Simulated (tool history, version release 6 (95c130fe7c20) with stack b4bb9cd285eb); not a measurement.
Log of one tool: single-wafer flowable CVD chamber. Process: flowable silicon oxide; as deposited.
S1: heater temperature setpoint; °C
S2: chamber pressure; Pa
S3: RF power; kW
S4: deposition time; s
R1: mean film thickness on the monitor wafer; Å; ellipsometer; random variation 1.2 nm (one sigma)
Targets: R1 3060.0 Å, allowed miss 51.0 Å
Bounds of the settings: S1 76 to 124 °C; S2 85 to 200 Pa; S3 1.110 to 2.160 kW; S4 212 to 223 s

{"run": 1, "hour": 0.0, "S1": 100, "S2": 143, "S3": 1.635, "S4": 223, "R1": 1710.7}
{"run": 2, "hour": 5.0, "S1": 110, "S2": 143, "S3": 1.635, "S4": 223, "R1": 1258.4}
{"run": 3, "hour": 12.8, "S1": 103, "S2": 143, "S3": 1.635, "S4": 223, "R1": 1557.5}
{"run": 4, "hour": 19.1, "S1": 98, "S2": 143, "S3": 1.635, "S4": 223, "R1": 1795.5}
{"run": 5, "hour": 20.3, "S1": 98, "S2": 152, "S3": 1.635, "S4": 223, "R1": 1919.2}
{"run": 6, "hour": 23.5, "S1": 94, "S2": 152, "S3": 1.635, "S4": 223, "R1": 2161.6}
{"run": 7, "hour": 26.2, "S1": 91, "S2": 152, "S3": 1.635, "S4": 223, "R1": 2343.7}
{"run": 8, "hour": 28.7, "S1": 89, "S2": 152, "S3": 1.635, "S4": 223, "R1": 2523.0}

Which of these 4 next moves meets every target?
{"run": "A", "hour": 31.2, "S1": 80, "S2": 155, "S3": 1.365, "S4": 223, "R1": "?"}
{"run": "B", "hour": 31.2, "S1": 83, "S2": 153, "S3": 1.585, "S4": 223, "R1": "?"}
{"run": "C", "hour": 31.2, "S1": 83, "S2": 148, "S3": 1.615, "S4": 223, "R1": "?"}
{"run": "D", "hour": 31.2, "S1": 77, "S2": 133, "S3": 1.645, "S4": 222, "R1": "?"}

move=A R1=2943.0
move=B R1=2919.9
move=C R1=2848.2
move=D R1=3043.7
A: nearer than the last run, and not there yet
B: nearer than the last run, and not there yet
C: nearer than the last run, and not there yet
D: meets every target
The right move is D.
